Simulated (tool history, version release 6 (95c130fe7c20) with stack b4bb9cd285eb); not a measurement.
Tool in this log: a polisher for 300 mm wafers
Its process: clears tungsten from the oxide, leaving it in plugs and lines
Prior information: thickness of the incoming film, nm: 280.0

run	hour	flow of slurry (ml/min)	pressure of the wafer on the pad (kPa)	speed of the pad under the wafer (m/s)	abrasive content of the slurry	overpolish time after the end point (s)	time until the end point was called (s)
1	0.0	305	20.0	0.86	1.0	7	81.659
2	5.5	305	20.7	0.86	1.0	7	79.118
3	10.1	305	15.9	0.86	1.0	7	95.504
4	15.9	305	17.9	0.86	1.0	7	89.467
5	17.6	305	15.2	0.86	1.0	7	102.020
6	25.0	380	15.2	0.86	1.0	7	100.050

What does the tool deliver on the next run?
7	27.3	380	17.2	0.86	1.0	7	?

time until the end point was called (s): 89.275
